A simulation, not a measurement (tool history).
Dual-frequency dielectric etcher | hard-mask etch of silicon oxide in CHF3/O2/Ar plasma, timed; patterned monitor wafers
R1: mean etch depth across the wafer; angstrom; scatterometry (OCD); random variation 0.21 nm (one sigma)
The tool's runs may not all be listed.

Run 1, hour 0.0: source power (W) 590, bias power (W) 163, etch time (s) 26.0. Result: R1 503.85 angstrom.
Run 2, hour 7.4: source power (W) 510, bias power (W) 163, etch time (s) 26.0. Result: R1 468.97 angstrom.
Run 3, hour 14.1: source power (W) 510, bias power (W) 163, etch time (s) 27.5. Result: R1 492.05 angstrom.
Run 4, hour 17.9: source power (W) 510, bias power (W) 163, etch time (s) 27.5. Result: R1 490.25 angstrom.
Run 5, hour 23.3: source power (W) 550, bias power (W) 166, etch time (s) 27.5. Result: R1 512.72 angstrom.
Run 6, hour 24.8: source power (W) 590, bias power (W) 169, etch time (s) 27.5. Result: R1 533.66 angstrom.
At hour 25.7: wet clean of the chamber.
Run 7, hour 25.7: source power (W) 590, bias power (W) 169, etch time (s) 27.5. Result: R1 554.64 angstrom.
Run 8, hour 30.0: source power (W) 610, bias power (W) 170, etch time (s) 27.5. Result: R1 563.89 angstrom.
Run 9, hour 36.1: source power (W) 620, bias power (W) 171, etch time (s) 27.5. Result: R1 570.22 angstrom.

Forecast run 10:
Run 10, hour 41.3: source power (W) 630, bias power (W) 172, etch time (s) 27.5. Result: R1 ?.

Run 10 gave R1 572.49 angstrom.
